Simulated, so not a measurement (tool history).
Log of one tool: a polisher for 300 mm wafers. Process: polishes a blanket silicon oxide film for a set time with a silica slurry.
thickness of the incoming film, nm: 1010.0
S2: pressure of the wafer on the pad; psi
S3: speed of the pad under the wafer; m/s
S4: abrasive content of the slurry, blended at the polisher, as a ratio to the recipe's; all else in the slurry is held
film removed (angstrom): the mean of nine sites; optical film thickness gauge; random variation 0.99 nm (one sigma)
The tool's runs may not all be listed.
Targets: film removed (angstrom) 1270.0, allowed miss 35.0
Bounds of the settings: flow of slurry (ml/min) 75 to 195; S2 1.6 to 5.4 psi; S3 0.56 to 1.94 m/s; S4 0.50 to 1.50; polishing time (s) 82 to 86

Run 1, hour 0.0: flow of slurry (ml/min) 125, S2 3.5 psi, S3 1.24 m/s, S4 1.00, polishing time (s) 82. Result: film removed (angstrom) 2268.3.
Run 2, hour 5.2: flow of slurry (ml/min) 150, S2 3.5 psi, S3 1.24 m/s, S4 1.00, polishing time (s) 82. Result: film removed (angstrom) 2341.3.
Run 3, hour 6.7: flow of slurry (ml/min) 145, S2 3.2 psi, S3 1.24 m/s, S4 1.00, polishing time (s) 82. Result: film removed (angstrom) 2131.1.
Run 4, hour 12.1: flow of slurry (ml/min) 145, S2 3.9 psi, S3 1.24 m/s, S4 1.00, polishing time (s) 82. Result: film removed (angstrom) 2516.3.
Run 5, hour 18.6: flow of slurry (ml/min) 145, S2 3.9 psi, S3 1.36 m/s, S4 1.00, polishing time (s) 82. Result: film removed (angstrom) 2704.0.
Run 6, hour 27.4: flow of slurry (ml/min) 145, S2 3.6 psi, S3 1.32 m/s, S4 1.00, polishing time (s) 82. Result: film removed (angstrom) 2476.7.
Run 7, hour 31.1: flow of slurry (ml/min) 140, S2 3.3 psi, S3 1.28 m/s, S4 1.00, polishing time (s) 82. Result: film removed (angstrom) 2267.6.
Run 8, hour 38.9: flow of slurry (ml/min) 140, S2 3.3 psi, S3 1.28 m/s, S4 1.00, polishing time (s) 82. Result: film removed (angstrom) 2231.0.
Run 9, hour 45.0: flow of slurry (ml/min) 105, S2 2.3 psi, S3 1.26 m/s, S4 1.00, polishing time (s) 82. Result: film removed (angstrom) 1585.3.
Run 10, hour 48.4: flow of slurry (ml/min) 105, S2 2.2 psi, S3 1.26 m/s, S4 1.00, polishing time (s) 82. Result: film removed (angstrom) 1523.3.
Run 11, hour 52.1: flow of slurry (ml/min) 105, S2 2.1 psi, S3 1.26 m/s, S4 1.00, polishing time (s) 82. Result: film removed (angstrom) 1448.3.
Run 12, hour 55.7: flow of slurry (ml/min) 105, S2 2.0 psi, S3 1.26 m/s, S4 1.00, polishing time (s) 82. Result: film removed (angstrom) 1420.3.
Run 13, hour 62.0: flow of slurry (ml/min) 100, S2 1.8 psi, S3 1.26 m/s, S4 1.00, polishing time (s) 82. Result: film removed (angstrom) 1326.5.

4 next moves are on the table. One of them brings every result within its allowed miss. Which?
Run A, hour 68.3: flow of slurry (ml/min) 90, S2 1.7 psi, S3 1.18 m/s, S4 1.00, polishing time (s) 82. Result: film removed (angstrom) ?.
Run B, hour 68.3: flow of slurry (ml/min) 85, S2 1.8 psi, S3 1.18 m/s, S4 1.05, polishing time (s) 85. Result: film removed (angstrom) ?.
Run C, hour 68.3: flow of slurry (ml/min) 75, S2 1.7 psi, S3 1.46 m/s, S4 1.00, polishing time (s) 83. Result: film removed (angstrom) ?.
Run D, hour 68.3: flow of slurry (ml/min) 110, S2 1.7 psi, S3 1.30 m/s, S4 1.10, polishing time (s) 82. Result: film removed (angstrom) ?.

move  film removed (angstrom)
   A                   1153.2
   B                   1261.8
   C                   1347.4
   D                   1334.2
A: takes the result that was furthest off past its target
B: meets every target
C: further off than the last run
D: further off than the last run
The right move is B.
